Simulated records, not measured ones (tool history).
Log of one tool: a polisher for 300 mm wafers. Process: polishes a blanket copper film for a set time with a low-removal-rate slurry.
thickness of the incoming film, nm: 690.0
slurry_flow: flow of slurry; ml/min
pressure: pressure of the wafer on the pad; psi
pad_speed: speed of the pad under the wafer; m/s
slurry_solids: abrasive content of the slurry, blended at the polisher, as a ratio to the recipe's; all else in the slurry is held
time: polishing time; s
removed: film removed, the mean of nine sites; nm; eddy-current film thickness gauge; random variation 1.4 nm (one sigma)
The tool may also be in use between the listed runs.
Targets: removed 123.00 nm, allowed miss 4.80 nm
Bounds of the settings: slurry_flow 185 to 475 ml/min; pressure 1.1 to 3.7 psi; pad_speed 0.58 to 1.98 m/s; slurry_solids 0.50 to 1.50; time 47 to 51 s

{"run": 1, "hour": 0.0, "slurry_flow": 305, "pressure": 2.4, "pad_speed": 1.28, "slurry_solids": 1.0, "time": 51, "removed": 175.58}
{"run": 2, "hour": 1.1, "slurry_flow": 305, "pressure": 2.4, "pad_speed": 1.28, "slurry_solids": 1.1, "time": 51, "removed": 182.53}
{"run": 3, "hour": 4.6, "slurry_flow": 305, "pressure": 2.2, "pad_speed": 1.28, "slurry_solids": 1.1, "time": 51, "removed": 166.63}
{"run": 4, "hour": 7.8, "slurry_flow": 305, "pressure": 2.2, "pad_speed": 1.28, "slurry_solids": 1.3, "time": 51, "removed": 173.98}
{"run": 5, "hour": 15.1, "slurry_flow": 305, "pressure": 2.0, "pad_speed": 1.28, "slurry_solids": 1.3, "time": 51, "removed": 161.21}
{"run": 6, "hour": 17.6, "slurry_flow": 305, "pressure": 1.9, "pad_speed": 1.28, "slurry_solids": 1.3, "time": 51, "removed": 150.64}
{"run": 7, "hour": 26.0, "slurry_flow": 305, "pressure": 1.8, "pad_speed": 1.28, "slurry_solids": 1.3, "time": 51, "removed": 142.56}
{"run": 8, "hour": 32.7, "slurry_flow": 305, "pressure": 1.7, "pad_speed": 1.28, "slurry_solids": 1.3, "time": 51, "removed": 137.17}
{"run": 9, "hour": 36.4, "slurry_flow": 305, "pressure": 1.6, "pad_speed": 1.28, "slurry_solids": 1.3, "time": 51, "removed": 127.55}

5 next moves are on the table. One of them brings every result within its allowed miss. Which?
{"run": "A", "hour": 40.1, "slurry_flow": 325, "pressure": 1.8, "pad_speed": 1.2, "slurry_solids": 1.2, "time": 51, "removed": "?"}
{"run": "B", "hour": 40.1, "slurry_flow": 355, "pressure": 1.8, "pad_speed": 1.16, "slurry_solids": 1.4, "time": 47, "removed": "?"}
{"run": "C", "hour": 40.1, "slurry_flow": 360, "pressure": 1.3, "pad_speed": 1.4, "slurry_solids": 1.15, "time": 51, "removed": "?"}
{"run": "D", "hour": 40.1, "slurry_flow": 315, "pressure": 1.8, "pad_speed": 1.2, "slurry_solids": 1.25, "time": 51, "removed": "?"}
{"run": "E", "hour": 40.1, "slurry_flow": 230, "pressure": 1.7, "pad_speed": 1.44, "slurry_solids": 1.15, "time": 50, "removed": "?"}

move=A removed=129.49
move=B removed=120.80
move=C removed=110.29
move=D removed=130.57
move=E removed=138.40
A: further off than the last run
B: meets every target
C: takes the result that was furthest off past its target
D: further off than the last run
E: further off than the last run
The right move is B.
